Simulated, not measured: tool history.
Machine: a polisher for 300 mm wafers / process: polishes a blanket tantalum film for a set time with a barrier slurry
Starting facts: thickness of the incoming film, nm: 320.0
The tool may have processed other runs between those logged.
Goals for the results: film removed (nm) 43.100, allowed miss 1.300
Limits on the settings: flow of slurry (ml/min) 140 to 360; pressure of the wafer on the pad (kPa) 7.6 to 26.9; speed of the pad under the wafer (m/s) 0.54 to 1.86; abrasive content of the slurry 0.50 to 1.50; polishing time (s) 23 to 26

run	day	flow of slurry (ml/min)	pressure of the wafer on the pad (kPa)	speed of the pad under the wafer (m/s)	abrasive content of the slurry	polishing time (s)	film removed (nm)
1	0.000	230	17.2	1.18	1.00	26	52.694
2	0.350	225	15.2	1.18	1.00	26	47.258
3	0.462	225	18.6	1.18	1.00	26	56.166
4	0.604	225	17.9	1.18	1.00	26	54.485
5	0.842	225	21.4	1.18	1.00	26	64.271
6	1.188	225	21.4	1.18	0.85	26	62.317
7	1.508	225	20.7	1.18	0.85	26	60.706
8	1.754	225	20.0	1.18	0.85	26	58.042
9	1.896	225	19.3	1.18	0.85	26	55.897
10	2.054	225	18.6	1.18	0.85	26	54.129
11	2.196	225	18.6	1.18	0.85	26	54.311

5 candidate next runs follow, results not yet known. Just one meets every target within its allowed miss. Identify it.
A	2.338	180	20.7	1.28	0.75	26	?
B	2.338	200	19.3	1.48	0.85	26	?
C	2.338	160	15.9	1.28	0.80	23	?
D	2.338	225	17.2	1.16	0.85	25	?
E	2.338	220	20.7	0.98	0.90	24	?

move	film removed (nm)
A	62.978
B	70.790
C	43.946
D	49.060
E	47.644
A: its largest miss is bigger than the last run's
B: its largest miss is bigger than the last run's
C: each result inside its tolerance
D: nearer the targets than the last run, but a result is still out of spec
E: nearer the targets than the last run, but a result is still out of spec
Move C is the one to make.
